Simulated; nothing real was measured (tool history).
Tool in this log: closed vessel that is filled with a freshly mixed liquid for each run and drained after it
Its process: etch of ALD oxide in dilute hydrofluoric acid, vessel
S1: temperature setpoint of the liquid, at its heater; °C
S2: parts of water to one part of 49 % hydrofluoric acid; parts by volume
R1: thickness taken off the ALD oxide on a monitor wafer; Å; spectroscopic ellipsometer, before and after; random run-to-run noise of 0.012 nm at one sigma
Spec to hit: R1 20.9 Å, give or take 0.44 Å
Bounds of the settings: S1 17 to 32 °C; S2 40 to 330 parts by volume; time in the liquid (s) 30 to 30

run 1 hour=0 | S1=24 S2=185 time_in_the_liquid_(s)=30 | R1=26.487
run 2 hour=6.1 | S1=24 S2=155 time_in_the_liquid_(s)=30 | R1=32.451
run 3 hour=7.7 | S1=24 S2=130 time_in_the_liquid_(s)=30 | R1=40.137
run 4 hour=10.9 | S1=23 S2=135 time_in_the_liquid_(s)=30 | R1=36.691
run 5 hour=14.3 | S1=22 S2=140 time_in_the_liquid_(s)=30 | R1=33.97
run 6 hour=18.5 | S1=21.5 S2=145 time_in_the_liquid_(s)=30 | R1=31.955
run 7 hour=20.1 | S1=21 S2=150 time_in_the_liquid_(s)=30 | R1=29.885
run 8 hour=24.3 | S1=20.5 S2=155 time_in_the_liquid_(s)=30 | R1=28.344
run 9 hour=30.5 | S1=20 S2=160 time_in_the_liquid_(s)=30 | R1=26.774
run 10 hour=31.6 | S1=19.5 S2=160 time_in_the_liquid_(s)=30 | R1=26.365
run 11 hour=35.2 | S1=19 S2=165 time_in_the_liquid_(s)=30 | R1=24.718
run 12 hour=37.2 | S1=18.5 S2=165 time_in_the_liquid_(s)=30 | R1=24.367
run 13 hour=43.7 | S1=17 S2=185 time_in_the_liquid_(s)=30 | R1=20.017

Which of these 4 next moves meets every target?
run A hour=50.2 | S1=17 S2=190 time_in_the_liquid_(s)=30 | R1=?
run B hour=50.2 | S1=17.5 S2=190 time_in_the_liquid_(s)=30 | R1=?
run C hour=50.2 | S1=17 S2=180 time_in_the_liquid_(s)=30 | R1=?
run D hour=50.2 | S1=18.5 S2=195 time_in_the_liquid_(s)=30 | R1=?

move=A R1=19.539
move=B R1=19.933
move=C R1=20.817
move=D R1=20.112
A: the biggest miss grows against the last run
B: the biggest miss grows against the last run
C: all results land within tolerance of their targets
D: better than the last run, though not everything is in spec
C is the move that brings every result within its allowed miss.
